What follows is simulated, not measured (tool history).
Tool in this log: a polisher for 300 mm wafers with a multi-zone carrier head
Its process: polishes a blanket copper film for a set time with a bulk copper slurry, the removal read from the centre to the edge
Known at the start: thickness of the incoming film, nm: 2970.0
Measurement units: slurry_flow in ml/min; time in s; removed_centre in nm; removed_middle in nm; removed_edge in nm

| run | hour | slurry_flow | centre_zone | middle_zone | edge_zone | slurry_solids | time | removed_centre | removed_middle | removed_edge |
|---|---|---|---|---|---|---|---|---|---|---|
| 1 | 0.0 | 205 | 1.00 | 1.00 | 1.00 | 1.00 | 90 | 1033.00 | 1038.50 | 995.51 |
| 2 | 8.1 | 205 | 0.93 | 1.00 | 1.00 | 1.00 | 90 | 963.36 | 1034.70 | 998.48 |
| 3 | 8.7 | 205 | 0.88 | 1.00 | 1.00 | 1.00 | 90 | 891.87 | 1052.50 | 1032.90 |
| 4 | 13.6 | 205 | 0.88 | 1.00 | 1.00 | 1.00 | 107 | 1077.10 | 1249.50 | 1223.90 |
| 5 | 16.0 | 205 | 0.84 | 1.00 | 1.00 | 1.00 | 107 | 1020.70 | 1234.00 | 1224.30 |
| 6 | 23.2 | 205 | 0.84 | 1.00 | 1.00 | 1.00 | 116 | 1132.60 | 1336.80 | 1317.90 |
| 7 | 25.7 | 200 | 0.86 | 0.97 | 0.98 | 0.95 | 109 | 1051.20 | 1206.40 | 1195.90 |
| 8 | 26.7 | 170 | 0.96 | 0.87 | 0.95 | 0.70 | 84 | 822.05 | 778.95 | 827.04 |
| 9 | 34.9 | 165 | 0.96 | 0.86 | 0.94 | 0.65 | 83 | 767.13 | 738.83 | 804.07 |
| 10 | 40.8 | 165 | 0.97 | 0.85 | 0.93 | 0.65 | 82 | 805.67 | 723.34 | 794.79 |
| 11 | 49.7 | 150 | 0.92 | 0.82 | 0.83 | 0.50 | 75 | 640.02 | 605.44 | 645.67 |
| 12 | 51.5 | 155 | 0.93 | 0.82 | 0.84 | 0.50 | 75 | 632.52 | 602.96 | 645.52 |
| 13 | 54.6 | 185 | 1.03 | 0.83 | 0.88 | 0.70 | 76 | 813.61 | 674.98 | 747.17 |
| 14 | 56.9 | 180 | 1.02 | 0.83 | 0.87 | 0.70 | 76 | 804.51 | 686.26 | 735.97 |

What does the tool deliver on the next run?
| 15 | 65.3 | 180 | 1.02 | 0.83 | 0.87 | 0.70 | 76 | ? | ? | ? |

Run 15 yielded removed_centre 815.26 nm, removed_middle 675.11 nm, removed_edge 717.42 nm.
